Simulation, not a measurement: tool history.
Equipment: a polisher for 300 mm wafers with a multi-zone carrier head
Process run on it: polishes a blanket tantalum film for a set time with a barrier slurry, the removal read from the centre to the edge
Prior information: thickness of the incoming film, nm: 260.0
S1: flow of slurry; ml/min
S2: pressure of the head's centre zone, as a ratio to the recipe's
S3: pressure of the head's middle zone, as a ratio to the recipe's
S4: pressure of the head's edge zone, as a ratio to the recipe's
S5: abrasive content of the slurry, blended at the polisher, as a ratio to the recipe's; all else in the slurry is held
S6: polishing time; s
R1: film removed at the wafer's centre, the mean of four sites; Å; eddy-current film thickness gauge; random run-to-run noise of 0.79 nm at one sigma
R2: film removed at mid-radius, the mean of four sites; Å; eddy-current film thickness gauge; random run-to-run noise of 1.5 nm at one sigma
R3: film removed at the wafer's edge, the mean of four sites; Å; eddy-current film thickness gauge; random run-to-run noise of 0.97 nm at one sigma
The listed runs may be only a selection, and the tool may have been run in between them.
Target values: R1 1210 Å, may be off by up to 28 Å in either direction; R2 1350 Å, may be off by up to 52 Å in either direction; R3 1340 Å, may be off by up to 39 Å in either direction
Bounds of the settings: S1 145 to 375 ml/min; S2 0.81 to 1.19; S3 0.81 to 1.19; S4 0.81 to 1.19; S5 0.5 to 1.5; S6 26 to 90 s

run 1 hour=0 | S1=240 S2=1 S3=1 S4=1 S5=1 S6=58 | R1=973.84 R2=956.7 R3=965.14
run 2 hour=5.5 | S1=300 S2=1 S3=1 S4=1 S5=1 S6=58 | R1=1001.8 R2=994.29 R3=999
run 3 hour=6.5 | S1=300 S2=1 S3=1 S4=1.06 S5=1 S6=58 | R1=995.43 R2=1015.7 R3=1017.3
run 4 hour=9.7 | S1=300 S2=1 S3=1 S4=1.06 S5=0.9 S6=58 | R1=959.35 R2=949.71 R3=988.87
run 5 hour=12.4 | S1=300 S2=1 S3=1 S4=1.06 S5=1 S6=58 | R1=1008.5 R2=1002.2 R3=1031.1
run 6 hour=16.8 | S1=300 S2=1 S3=0.95 S4=1.06 S5=1 S6=58 | R1=987.37 R2=958.55 R3=1031.6
run 7 hour=24.1 | S1=305 S2=1 S3=0.96 S4=1.08 S5=1.1 S6=58 | R1=1033 R2=992.23 R3=1067.5
run 8 hour=26 | S1=310 S2=0.99 S3=0.98 S4=1.09 S5=1.15 S6=59 | R1=1065.7 R2=1041.1 R3=1116
run 9 hour=27.6 | S1=315 S2=0.98 S3=1 S4=1.1 S5=1.2 S6=59 | R1=1062.3 R2=1086.4 R3=1118.6
run 10 hour=30.9 | S1=285 S2=0.95 S3=1.03 S4=1.17 S5=1.45 S6=67 | R1=1226.2 R2=1289.4 R3=1379.2
run 11 hour=38.1 | S1=285 S2=0.95 S3=1.04 S4=1.16 S5=1.45 S6=67 | R1=1225.6 R2=1292.7 R3=1374.2

Pick the move, out of 4, that brings all results within their allowed miss; only one does.
run A hour=45.3 | S1=290 S2=0.89 S3=1.09 S4=1.12 S5=1.5 S6=66 | R1=? R2=? R3=?
run B hour=45.3 | S1=190 S2=1 S3=1.03 S4=1.17 S5=1.2 S6=71 | R1=? R2=? R3=?
run C hour=45.3 | S1=355 S2=0.96 S3=1.12 S4=1.16 S5=1.45 S6=64 | R1=? R2=? R3=?
run D hour=45.3 | S1=265 S2=0.99 S3=1.01 S4=1.19 S5=1.45 S6=65 | R1=? R2=? R3=?

move=A R1=1159 R2=1346.8 R3=1330.6
move=B R1=1225.9 R2=1242.3 R3=1327.9
move=C R1=1221.1 R2=1349.7 R3=1324.3
move=D R1=1228.8 R2=1232.5 R3=1332.3
A: meets the target for the result that was furthest off, but another lies outside its allowed miss
B: moves away from the targets compared with the last run
C: in spec on every target
D: moves away from the targets compared with the last run
Correct choice: C, which meets every target
